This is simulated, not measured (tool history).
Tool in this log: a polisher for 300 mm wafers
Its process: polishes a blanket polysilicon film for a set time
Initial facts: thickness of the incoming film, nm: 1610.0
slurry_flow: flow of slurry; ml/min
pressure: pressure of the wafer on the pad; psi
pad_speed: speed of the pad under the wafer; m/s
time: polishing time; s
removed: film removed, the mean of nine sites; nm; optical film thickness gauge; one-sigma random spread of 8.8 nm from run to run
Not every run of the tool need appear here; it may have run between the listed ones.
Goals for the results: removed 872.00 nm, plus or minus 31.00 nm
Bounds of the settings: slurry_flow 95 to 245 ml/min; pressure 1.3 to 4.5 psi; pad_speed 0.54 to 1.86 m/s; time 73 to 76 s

{"run": 1, "hour": 0.0, "slurry_flow": 155, "pressure": 2.9, "pad_speed": 1.18, "time": 73, "removed": 779.65}
{"run": 2, "hour": 8.1, "slurry_flow": 155, "pressure": 2.9, "pad_speed": 1.02, "time": 73, "removed": 664.95}
{"run": 3, "hour": 13.8, "slurry_flow": 160, "pressure": 3.1, "pad_speed": 1.02, "time": 73, "removed": 702.2}
{"run": 4, "hour": 16.7, "slurry_flow": 160, "pressure": 3.3, "pad_speed": 1.02, "time": 73, "removed": 735.08}
{"run": 5, "hour": 22.0, "slurry_flow": 160, "pressure": 3.5, "pad_speed": 1.02, "time": 73, "removed": 748.78}
{"hour": 26.1, "done": "head pressure recalibrated"}
{"run": 6, "hour": 26.1, "slurry_flow": 160, "pressure": 3.0, "pad_speed": 1.02, "time": 73, "removed": 650.3}
{"run": 7, "hour": 30.1, "slurry_flow": 155, "pressure": 3.2, "pad_speed": 1.02, "time": 73, "removed": 680.31}
{"run": 8, "hour": 31.3, "slurry_flow": 175, "pressure": 3.3, "pad_speed": 1.02, "time": 73, "removed": 708.92}
{"run": 9, "hour": 37.0, "slurry_flow": 175, "pressure": 3.5, "pad_speed": 1.02, "time": 73, "removed": 727.83}
{"run": 10, "hour": 40.2, "slurry_flow": 170, "pressure": 3.7, "pad_speed": 1.02, "time": 73, "removed": 747.73}
{"run": 11, "hour": 43.3, "slurry_flow": 170, "pressure": 3.9, "pad_speed": 1.04, "time": 73, "removed": 805.64}
{"run": 12, "hour": 46.5, "slurry_flow": 170, "pressure": 4.0, "pad_speed": 1.04, "time": 73, "removed": 815.19}
{"run": 13, "hour": 54.6, "slurry_flow": 170, "pressure": 4.1, "pad_speed": 1.04, "time": 73, "removed": 809.8}

Next run, 4 choices. One meets every target within its allowed miss, the rest don't. Which?
{"run": "A", "hour": 62.7, "slurry_flow": 140, "pressure": 3.3, "pad_speed": 1.34, "time": 76, "removed": "?"}
{"run": "B", "hour": 62.7, "slurry_flow": 115, "pressure": 3.0, "pad_speed": 1.42, "time": 74, "removed": "?"}
{"run": "C", "hour": 62.7, "slurry_flow": 165, "pressure": 4.2, "pad_speed": 1.12, "time": 76, "removed": "?"}
{"run": "D", "hour": 62.7, "slurry_flow": 190, "pressure": 4.1, "pad_speed": 1.1, "time": 76, "removed": "?"}

move=A removed=929.91
move=B removed=870.72
move=C removed=940.18
move=D removed=927.24
A: takes the biggest miss from the last run beyond its target
B: every result within its allowed miss
C: takes the biggest miss from the last run beyond its target
D: takes the biggest miss from the last run beyond its target
B meets every target.
